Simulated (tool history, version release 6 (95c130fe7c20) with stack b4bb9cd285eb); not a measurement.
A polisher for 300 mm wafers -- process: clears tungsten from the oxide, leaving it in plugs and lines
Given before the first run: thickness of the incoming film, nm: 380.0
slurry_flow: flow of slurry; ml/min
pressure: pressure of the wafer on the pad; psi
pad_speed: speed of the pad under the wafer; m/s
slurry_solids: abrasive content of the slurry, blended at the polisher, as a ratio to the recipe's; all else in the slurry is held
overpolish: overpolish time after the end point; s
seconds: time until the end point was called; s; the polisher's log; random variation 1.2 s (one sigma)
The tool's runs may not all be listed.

run	hour	slurry_flow	pressure	pad_speed	slurry_solids	overpolish	seconds
1	0	285	3.8	1.3	1	23	50.569
2	1.6	285	3.2	1.28	1	23	58.069
3	6.6	285	3.2	1.28	0.9	23	58.264
4	11.6	285	2.8	1.24	0.9	23	62.97
5	18.6	285	2.5	1.18	0.9	23	72.814
6	24.2	285	2.3	1.18	0.9	23	75.726

Run 7 is up next; what results do you expect?
7	26.3	285	2.1	1.18	0.9	23	?

{"run 7": {"seconds": 77.17}}
